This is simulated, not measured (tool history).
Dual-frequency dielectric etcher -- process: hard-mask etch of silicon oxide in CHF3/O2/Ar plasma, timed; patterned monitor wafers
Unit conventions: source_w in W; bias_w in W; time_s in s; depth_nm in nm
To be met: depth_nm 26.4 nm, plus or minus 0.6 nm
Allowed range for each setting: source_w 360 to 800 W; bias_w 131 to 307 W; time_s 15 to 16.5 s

run	hour	source_w	bias_w	time_s	depth_nm
1	0	580	219	16.5	32.977
2	2.7	580	219	16.5	32.842
3	8.4	530	204	16.5	30.334
4	11.2	490	202	16.5	29.53
5	19.2	460	199	16.5	28.452
6	27.9	460	214	16.5	29.695
7	34.3	440	208	16.5	28.743
8	38.6	420	204	16.5	28.42

Consider the 5 candidate settings below. Which is the only one whose results all fall within their allowed miss of target?
A	42.9	360	210	15	?
B	42.9	420	194	16.5	?
C	42.9	410	257	15.5	?
D	42.9	380	207	16	?
E	42.9	440	184	15	?

move	depth_nm
A	24.333
B	27.595
C	28.648
D	26.37
E	25.042
A: takes the biggest miss from the last run beyond its target
B: nearer the targets than the last run, but a result is still out of spec
C: further off than the last run
D: all results land within tolerance of their targets
E: takes the biggest miss from the last run beyond its target
Move D is the one to make.
